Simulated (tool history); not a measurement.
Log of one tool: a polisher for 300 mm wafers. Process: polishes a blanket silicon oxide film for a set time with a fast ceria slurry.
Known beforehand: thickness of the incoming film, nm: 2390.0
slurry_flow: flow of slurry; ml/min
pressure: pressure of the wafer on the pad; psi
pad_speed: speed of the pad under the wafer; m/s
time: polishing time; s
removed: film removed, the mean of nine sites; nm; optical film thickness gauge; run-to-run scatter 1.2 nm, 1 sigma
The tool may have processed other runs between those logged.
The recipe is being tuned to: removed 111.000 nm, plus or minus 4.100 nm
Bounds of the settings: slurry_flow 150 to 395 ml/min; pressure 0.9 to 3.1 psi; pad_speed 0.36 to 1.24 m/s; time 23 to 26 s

run    day  slurry_flow  pressure  pad_speed  time  removed
  1  0.000          250       2.0       0.80    26  232.020
  2  0.121          250       1.8       0.76    26  202.780
  3  0.350          250       2.3       0.76    26  253.830
  4  0.454          250       2.0       0.72    26  212.060
  5  0.758          250       2.0       0.82    26  240.940
  6  0.804          250       1.8       0.78    26  207.850
  7  1.038          250       1.6       0.74    26  177.710
  8  1.142          250       1.4       0.72    26  151.890
  9  1.225          250       1.4       0.72    26  149.790
 10  1.596          245       0.9       0.68    26   94.804
 11  1.912          260       0.9       0.68    26   95.759
 12  2.171          260       1.0       0.68    26  104.340

Consider the 4 candidate settings below. Which is the only one whose results all fall within their allowed miss of target?
  A  2.429          275       1.0       0.62    26        ?
  B  2.429          260       1.1       0.66    26        ?
  C  2.429          260       1.4       0.56    26        ?
  D  2.429          335       1.3       0.62    25        ?

move  removed
   A   98.084
   B  112.880
   C  122.740
   D  123.020
A: moves away from the targets compared with the last run
B: all results land within tolerance of their targets
C: takes the result that was furthest off past its target
D: takes the result that was furthest off past its target
The move that meets every target is B.

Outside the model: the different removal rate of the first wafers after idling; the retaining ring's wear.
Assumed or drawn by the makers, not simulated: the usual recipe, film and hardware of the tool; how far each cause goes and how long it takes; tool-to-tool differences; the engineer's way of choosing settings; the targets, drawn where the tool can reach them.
